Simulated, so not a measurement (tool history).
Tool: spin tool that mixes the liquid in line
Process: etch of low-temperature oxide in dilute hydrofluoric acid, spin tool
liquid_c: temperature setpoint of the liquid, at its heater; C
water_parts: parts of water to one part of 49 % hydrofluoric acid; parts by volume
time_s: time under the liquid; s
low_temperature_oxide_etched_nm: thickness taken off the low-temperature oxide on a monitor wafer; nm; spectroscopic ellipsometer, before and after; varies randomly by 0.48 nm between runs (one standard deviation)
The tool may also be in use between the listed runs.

run  hour  liquid_c  water_parts  time_s  low_temperature_oxide_etched_nm
  1     0        24          120     150                           41.581
  2     5      27.5          120     150                           48.016
  3  12.9        26          120     150                           45.304
  4  17.3        26          120     150                           45.642
  5  24.6      27.5          120     150                           48.507
  6  28.5      28.5          120     150                            50.33
  7  33.7      28.5          120     150                           49.807
  8  36.5      29.5          115     150                             54.5
     38.1  -- thermometer replaced
  9  38.1        30          115     150                           59.073

Expected results for the next run?
 10  42.9      30.5          115     150                                ?

For run 10 the tool returned low_temperature_oxide_etched_nm 59.647 nm.
